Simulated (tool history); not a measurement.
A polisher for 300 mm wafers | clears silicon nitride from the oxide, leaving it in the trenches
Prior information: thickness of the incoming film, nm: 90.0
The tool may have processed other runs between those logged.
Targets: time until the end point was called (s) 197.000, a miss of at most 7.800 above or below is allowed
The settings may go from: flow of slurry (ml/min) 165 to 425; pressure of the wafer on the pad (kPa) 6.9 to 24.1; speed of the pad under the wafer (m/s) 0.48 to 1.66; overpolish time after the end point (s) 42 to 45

| run | day | flow of slurry (ml/min) | pressure of the wafer on the pad (kPa) | speed of the pad under the wafer (m/s) | overpolish time after the end point (s) | time until the end point was called (s) |
|---|---|---|---|---|---|---|
| 1 | 0.000 | 275 | 15.2 | 1.06 | 42 | 117.500 |
| 2 | 0.238 | 275 | 15.2 | 0.92 | 42 | 130.280 |
| 3 | 0.521 | 275 | 17.9 | 0.92 | 42 | 110.630 |
| 4 | 0.579 | 275 | 20.0 | 0.92 | 42 | 100.460 |
| 5 | 0.742 | 275 | 20.0 | 0.92 | 45 | 101.120 |
| 6 | 0.825 | 275 | 20.0 | 0.92 | 42 | 99.128 |
| 7 | 0.879 | 275 | 18.6 | 0.92 | 42 | 108.250 |
| 8 | 0.908 | 275 | 17.2 | 0.92 | 42 | 116.530 |
| 9 | 1.008 | 275 | 15.9 | 0.92 | 42 | 123.030 |
|  | 1.317 | head pressure recalibrated |
| 10 | 1.317 | 275 | 14.5 | 0.92 | 42 | 144.410 |
| 11 | 1.658 | 275 | 13.8 | 0.92 | 42 | 149.690 |
| 12 | 1.708 | 275 | 13.1 | 0.92 | 42 | 157.690 |
| 13 | 1.867 | 275 | 12.4 | 0.92 | 42 | 166.780 |
| 14 | 2.000 | 275 | 11.0 | 0.92 | 42 | 188.010 |

Consider the 5 candidate settings below. Which is the only one whose results all fall within their allowed miss of target?
| A | 2.133 | 255 | 9.0 | 1.00 | 43 | ? |
| B | 2.133 | 280 | 12.4 | 0.74 | 43 | ? |
| C | 2.133 | 230 | 9.7 | 0.96 | 42 | ? |
| D | 2.133 | 270 | 15.2 | 0.54 | 43 | ? |
| E | 2.133 | 325 | 11.7 | 0.88 | 42 | ? |

| move | time until the end point was called (s) |
|---|---|
| A | 214.100 |
| B | 197.790 |
| C | 209.030 |
| D | 207.350 |
| E | 179.450 |
A: takes the biggest miss from the last run beyond its target
B: every result within its allowed miss
C: takes the biggest miss from the last run beyond its target
D: takes the biggest miss from the last run beyond its target
E: lands further from the targets than the last run did
B is the move that brings every result within its allowed miss.
